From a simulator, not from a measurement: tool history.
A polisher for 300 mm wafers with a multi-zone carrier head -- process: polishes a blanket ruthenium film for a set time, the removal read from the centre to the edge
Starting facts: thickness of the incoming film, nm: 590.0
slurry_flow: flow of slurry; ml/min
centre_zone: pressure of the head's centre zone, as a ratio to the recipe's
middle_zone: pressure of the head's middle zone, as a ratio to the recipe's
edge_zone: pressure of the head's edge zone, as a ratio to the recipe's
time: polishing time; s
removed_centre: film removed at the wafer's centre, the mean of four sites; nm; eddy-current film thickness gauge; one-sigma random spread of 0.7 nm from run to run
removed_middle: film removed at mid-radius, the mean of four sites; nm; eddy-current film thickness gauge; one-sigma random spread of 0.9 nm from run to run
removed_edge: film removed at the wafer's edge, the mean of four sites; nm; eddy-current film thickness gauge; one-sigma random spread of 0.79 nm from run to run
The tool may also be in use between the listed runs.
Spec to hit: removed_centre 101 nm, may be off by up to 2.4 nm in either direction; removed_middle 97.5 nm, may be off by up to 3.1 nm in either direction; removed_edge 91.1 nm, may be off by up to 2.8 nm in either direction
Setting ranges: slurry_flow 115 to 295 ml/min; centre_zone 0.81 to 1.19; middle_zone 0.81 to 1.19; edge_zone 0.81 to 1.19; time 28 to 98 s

run,hour,slurry_flow,centre_zone,middle_zone,edge_zone,time,removed_centre,removed_middle,removed_edge
1,0,190,1,1,1,63,113.92,115.85,115.49
2,4.6,230,1,1,1,63,118.37,116.26,119.37
3,12.6,230,1,1,1,75,138.96,142.57,142.69
4,13.4,230,1,1,1,62,115.6,117.5,116.65
5,18,230,1,1,1,73,135.12,136.95,135.65
6,19.8,230,1,0.93,1,73,136.93,128.06,137.39
7,24.1,215,1,0.94,0.94,67,123.28,116.94,121.76
8,30.5,205,1.01,0.96,0.9,63,116.75,112.45,113.04
9,38.8,195,1.02,0.97,0.87,60,111.39,106.87,106.43
10,46.6,190,1.03,0.99,0.85,58,108.56,104.96,100.11
11,48.7,180,1.03,0.99,0.84,57,105.22,101.42,96.142
12,55.7,170,1.03,0.99,0.83,57,103.75,100.04,95.556
13,60.5,165,1.03,0.99,0.82,57,103.39,100.4,93.701

Pick the move, out of 4, that brings all results within their allowed miss; only one does.
A,65.3,170,1,0.97,0.85,57,?,?,?
B,65.3,155,1.04,1,0.82,55,?,?,?
C,65.3,185,1.02,0.98,0.83,58,?,?,?
D,65.3,195,1.03,0.92,0.83,57,?,?,?

move,removed_centre,removed_middle,removed_edge
A,101.95,100.5,95.992
B,100.69,98.032,90.167
C,107.34,104.43,97.522
D,107.37,98.057,96.437
A: brings the last run's worst result on target, with another outside its allowed miss
B: hits every target within its allowed miss
C: moves away from the targets compared with the last run
D: moves away from the targets compared with the last run
Correct choice: B, which meets every target
